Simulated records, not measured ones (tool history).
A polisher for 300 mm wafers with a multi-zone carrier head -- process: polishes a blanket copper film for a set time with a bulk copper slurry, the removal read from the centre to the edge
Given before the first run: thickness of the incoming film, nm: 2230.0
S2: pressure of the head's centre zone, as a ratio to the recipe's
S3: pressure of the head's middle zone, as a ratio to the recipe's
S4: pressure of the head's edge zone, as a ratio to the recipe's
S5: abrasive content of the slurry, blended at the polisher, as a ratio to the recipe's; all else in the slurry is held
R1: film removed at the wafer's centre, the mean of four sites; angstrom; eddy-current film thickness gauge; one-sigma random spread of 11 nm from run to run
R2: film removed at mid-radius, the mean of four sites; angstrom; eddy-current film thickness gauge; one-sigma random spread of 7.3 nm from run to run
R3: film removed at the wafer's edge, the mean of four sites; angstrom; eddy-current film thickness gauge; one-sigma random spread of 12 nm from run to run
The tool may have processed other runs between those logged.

run 1 hour=0 | flow_of_slurry_(ml/min)=285 S2=1 S3=1 S4=1 S5=1 polishing_time_(s)=45 | R1=6737.4 R2=6824.6 R3=6686.4
run 2 hour=0.8 | flow_of_slurry_(ml/min)=285 S2=0.99 S3=0.99 S4=1.02 S5=1.05 polishing_time_(s)=46 | R1=7021 R2=7128.9 R3=6922.3
run 3 hour=6.7 | flow_of_slurry_(ml/min)=275 S2=0.97 S3=0.97 S4=1.04 S5=1.05 polishing_time_(s)=48 | R1=7315 R2=7225.7 R3=7395.8
run 4 hour=15.1 | flow_of_slurry_(ml/min)=270 S2=0.95 S3=0.97 S4=1.06 S5=1.05 polishing_time_(s)=49 | R1=7161.6 R2=7448.8 R3=7703.4
run 5 hour=22.5 | flow_of_slurry_(ml/min)=270 S2=0.88 S3=0.97 S4=1.06 S5=1.05 polishing_time_(s)=49 | R1=6540.9 R2=7497.9 R3=7606.9
run 6 hour=28.1 | flow_of_slurry_(ml/min)=270 S2=0.88 S3=0.97 S4=1.06 S5=0.9 polishing_time_(s)=49 | R1=6499.7 R2=7104.1 R3=7344.2
run 7 hour=36.7 | flow_of_slurry_(ml/min)=265 S2=0.88 S3=0.96 S4=1.07 S5=0.95 polishing_time_(s)=50 | R1=6541.2 R2=7298.1 R3=7605
run 8 hour=41.2 | flow_of_slurry_(ml/min)=290 S2=0.98 S3=0.86 S4=1.17 S5=1.2 polishing_time_(s)=58 | R1=9246.8 R2=8265.3 R3=9687
run 9 hour=42.6 | flow_of_slurry_(ml/min)=290 S2=0.97 S3=0.86 S4=1.17 S5=1.2 polishing_time_(s)=58 | R1=8815.4 R2=8312.9 R3=9772.7
run 10 hour=45.3 | flow_of_slurry_(ml/min)=290 S2=0.96 S3=0.86 S4=1.17 S5=1.2 polishing_time_(s)=58 | R1=8915.5 R2=8283.3 R3=9683.5
run 11 hour=49.3 | flow_of_slurry_(ml/min)=290 S2=0.95 S3=0.86 S4=1.17 S5=1.2 polishing_time_(s)=58 | R1=8700.3 R2=8157.1 R3=9641.1

Run 12, settings as shown, results not yet in. Your forecast:
run 12 hour=51.6 | flow_of_slurry_(ml/min)=290 S2=0.94 S3=0.86 S4=1.17 S5=1.2 polishing_time_(s)=58 | R1=? R2=? R3=?

Run 12 produced R1 8579.9 angstrom, R2 8321.5 angstrom, R3 9616.6 angstrom.
